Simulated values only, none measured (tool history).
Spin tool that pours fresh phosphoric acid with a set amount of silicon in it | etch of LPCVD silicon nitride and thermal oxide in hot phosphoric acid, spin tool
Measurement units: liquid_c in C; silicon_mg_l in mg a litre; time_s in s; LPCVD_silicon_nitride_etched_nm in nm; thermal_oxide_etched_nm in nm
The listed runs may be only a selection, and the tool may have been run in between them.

run,day,liquid_c,silicon_mg_l,time_s,LPCVD_silicon_nitride_etched_nm,thermal_oxide_etched_nm
1,0,161,27.5,105,8.0141,0.15607
2,0.142,160.5,31.5,100,7.4292,0.12939
3,0.425,160.5,22,100,7.4084,0.18591
4,0.733,160.5,29,100,7.4097,0.14991
5,0.958,160.5,29,130,9.666,0.16682
6,1.129,160.5,23.5,130,9.7572,0.16477
7,1.412,159.5,28.5,120,8.567,0.14684
8,1.638,159,32.5,110,7.7457,0.065258
9,1.912,158.5,31.5,100,6.901,0.12616

Run 10 comes next. What will it give?
10,2.029,158,35,95,?,?

{"run 10": {"LPCVD_silicon_nitride_etched_nm": 6.4716, "thermal_oxide_etched_nm": 0.076925}}
